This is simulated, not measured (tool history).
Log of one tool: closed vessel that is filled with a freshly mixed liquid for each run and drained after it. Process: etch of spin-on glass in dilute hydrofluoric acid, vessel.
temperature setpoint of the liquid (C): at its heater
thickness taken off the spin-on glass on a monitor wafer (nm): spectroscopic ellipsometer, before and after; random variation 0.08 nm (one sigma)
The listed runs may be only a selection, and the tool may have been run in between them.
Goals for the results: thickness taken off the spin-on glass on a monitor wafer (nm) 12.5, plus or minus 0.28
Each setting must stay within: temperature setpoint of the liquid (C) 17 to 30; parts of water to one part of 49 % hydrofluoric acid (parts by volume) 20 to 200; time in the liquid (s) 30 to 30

run,hour,temperature setpoint of the liquid (C),parts of water to one part of 49 % hydrofluoric acid (parts by volume),time in the liquid (s),thickness taken off the spin-on glass on a monitor wafer (nm)
1,0,22,110,30,5.3864
2,5.9,24.5,90,30,7.398
3,9.8,26.5,80,30,9.2673
4,16.9,27.5,75,30,10.181
5,20.3,27.5,105,30,7.0579
6,27,27.5,105,30,7.067
7,30.8,28.5,90,30,8.6564
8,35.4,30,55,30,15.882
9,43.3,28.5,55,30,15.036
10,50.5,27,55,30,14.083
11,56.6,26,55,30,13.612
12,62,25,55,30,12.972

Which one of the following 4 next-run settings gets every result inside its allowed miss? There is exactly one.
A,67.4,23.5,50,30,?
B,67.4,28.5,60,30,?
C,67.4,24,55,30,?
D,67.4,26,55,30,?

move,thickness taken off the spin-on glass on a monitor wafer (nm)
A,13.418
B,13.492
C,12.37
D,13.418
A: moves away from the targets compared with the last run
B: moves away from the targets compared with the last run
C: every result within its allowed miss
D: moves away from the targets compared with the last run
C is the move that brings every result within its allowed miss.
